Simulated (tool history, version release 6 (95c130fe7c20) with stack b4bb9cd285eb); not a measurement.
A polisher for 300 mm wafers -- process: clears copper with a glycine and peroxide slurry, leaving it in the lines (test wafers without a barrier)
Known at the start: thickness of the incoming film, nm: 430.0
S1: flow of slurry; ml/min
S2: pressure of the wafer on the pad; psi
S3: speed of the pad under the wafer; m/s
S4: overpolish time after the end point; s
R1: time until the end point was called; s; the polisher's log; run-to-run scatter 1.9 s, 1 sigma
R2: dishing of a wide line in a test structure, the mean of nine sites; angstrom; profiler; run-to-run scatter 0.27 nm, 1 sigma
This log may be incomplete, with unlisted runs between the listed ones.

Run 1, day 0: S1 240 ml/min, S2 2.1 psi, S3 1.06 m/s, S4 11 s. Result: R1 100.38 s, R2 284.48 angstrom.
Run 2, day 0.046: S1 220 ml/min, S2 1.9 psi, S3 1.12 m/s, S4 9 s. Result: R1 103.63 s, R2 241.26 angstrom.
Run 3, day 0.275: S1 220 ml/min, S2 2.3 psi, S3 1.12 m/s, S4 9 s. Result: R1 87.885 s, R2 279.43 angstrom.
Run 4, day 0.521: S1 225 ml/min, S2 2 psi, S3 1.18 m/s, S4 8 s. Result: R1 96.985 s, R2 241.29 angstrom.
Run 5, day 0.696: S1 225 ml/min, S2 2 psi, S3 1.18 m/s, S4 10 s. Result: R1 99.022 s, R2 289.96 angstrom.
Run 6, day 0.908: S1 225 ml/min, S2 2 psi, S3 1.1 m/s, S4 9 s. Result: R1 100.27 s, R2 254.37 angstrom.
Run 7, day 1.183: S1 255 ml/min, S2 2 psi, S3 0.96 m/s, S4 8 s. Result: R1 108.85 s, R2 228.49 angstrom.

The next listed run, before its measurement:
Run 8, day 1.275: S1 255 ml/min, S2 2 psi, S3 0.96 m/s, S4 8 s. Result: R1 ?, R2 ?.

{"run 8": {"R1": 108.62, "R2": 230.69}}
